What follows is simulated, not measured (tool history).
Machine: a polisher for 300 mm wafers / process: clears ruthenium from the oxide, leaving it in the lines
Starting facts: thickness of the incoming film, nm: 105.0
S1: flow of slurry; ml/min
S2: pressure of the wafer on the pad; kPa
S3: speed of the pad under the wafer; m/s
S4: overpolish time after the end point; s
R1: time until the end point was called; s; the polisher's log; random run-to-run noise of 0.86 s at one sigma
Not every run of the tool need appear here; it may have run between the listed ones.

run	hour	S1	S2	S3	S4	R1
1	0	275	15.9	1.08	10	82.647
2	1	310	15.9	1.08	10	82.462
3	6.7	265	15.9	1.08	10	84.187
4	12.1	260	15.2	1.08	10	87.86
5	15	200	15.2	1.08	10	92.125
6	17.3	195	15.2	1.08	10	93.19
7	25.8	190	15.2	1.08	10	94.354

Estimate the outcome of run 8 from the log above:
8	28.8	185	15.2	1.08	10	?

R1: 94.364 s
